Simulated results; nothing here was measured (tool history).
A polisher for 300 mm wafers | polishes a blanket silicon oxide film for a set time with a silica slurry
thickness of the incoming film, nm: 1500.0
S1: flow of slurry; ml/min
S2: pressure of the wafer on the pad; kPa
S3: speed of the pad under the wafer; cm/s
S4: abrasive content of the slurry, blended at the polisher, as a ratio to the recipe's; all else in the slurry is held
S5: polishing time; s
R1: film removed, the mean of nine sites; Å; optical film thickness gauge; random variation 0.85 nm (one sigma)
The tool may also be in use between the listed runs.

run  hour   S1    S2   S3    S4  S5      R1
  1     0  320  37.9  100     1  42  1384.3
  2   6.1  320  37.9  100     1  37  1219.2
  3  13.4  320  42.1  100     1  37  1339.6
  4  16.3  320  42.1  100  1.15  37  1425.1
  5  17.7  320  39.3   98  1.15  37  1315.1
  6  19.8  320  37.2   96  1.15  37  1226.1
  7  23.6  320  35.2   94  1.15  37  1154.4
  8    28  320  33.1   92  1.15  37  1060.5
  9  32.4  320  31.7   92  1.15  37  1019.3
 10  36.6  320  30.3   92  1.15  37  980.62
 11  38.5  320    29   92  1.15  37  960.46
 12  39.7  320  27.6   92  1.15  37   899.9

The next listed run, before its measurement:
 13  47.1  320  26.9  92  1.15  37   ?

Run 13 gave R1 875.01 Å.

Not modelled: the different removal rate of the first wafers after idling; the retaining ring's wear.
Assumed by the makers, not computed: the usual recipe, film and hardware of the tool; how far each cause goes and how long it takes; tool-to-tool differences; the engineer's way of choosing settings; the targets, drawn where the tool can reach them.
